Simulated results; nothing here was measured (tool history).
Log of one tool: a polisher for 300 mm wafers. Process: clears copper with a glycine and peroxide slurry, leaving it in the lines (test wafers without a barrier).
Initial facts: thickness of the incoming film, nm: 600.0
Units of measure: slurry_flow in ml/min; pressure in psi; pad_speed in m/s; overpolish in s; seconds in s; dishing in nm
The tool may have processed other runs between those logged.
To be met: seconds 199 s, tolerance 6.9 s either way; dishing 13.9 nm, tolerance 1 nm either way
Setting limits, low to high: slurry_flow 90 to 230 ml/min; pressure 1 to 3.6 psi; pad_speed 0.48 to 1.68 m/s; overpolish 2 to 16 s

run    day  slurry_flow  pressure  pad_speed  overpolish  seconds  dishing
  1      0          150       2.3       1.08           8   134.62   22.563
  2  0.279          145         2       1.08           8   146.75   20.901
  3  0.338          145       2.5       1.08           8    125.3   23.794
  4  0.683          145       2.5       1.08          11   129.24   30.776
  5    0.8          145         2       1.06           9   146.92   21.971
  6  1.008          145         2       1.22           9   135.32   25.499
  7   1.35          145       1.7       1.16           8   152.07   19.523
  8  1.546          140       1.5       1.14           8   164.08   18.303
  9  1.875          140       1.3       1.12           8   180.49   16.789

Consider the 4 candidate settings below. Which is the only one whose results all fall within their allowed miss of target?
  A  2.204          145         1          1           8        ?        ?
  B  2.204          140       1.7       1.14           9        ?        ?
  C  2.204          170         1       0.96           7        ?        ?
  D  2.204           90         1       1.26           7        ?        ?

move  seconds  dishing
   A   220.57   14.732
   B   156.82   22.463
   C   221.67   12.943
   D   203.42   13.971
A: gets the furthest-off result to its target, but another result is out of tolerance
B: the biggest miss grows against the last run
C: gets the furthest-off result to its target, but another result is out of tolerance
D: all results in spec
Correct choice: D, which meets every target

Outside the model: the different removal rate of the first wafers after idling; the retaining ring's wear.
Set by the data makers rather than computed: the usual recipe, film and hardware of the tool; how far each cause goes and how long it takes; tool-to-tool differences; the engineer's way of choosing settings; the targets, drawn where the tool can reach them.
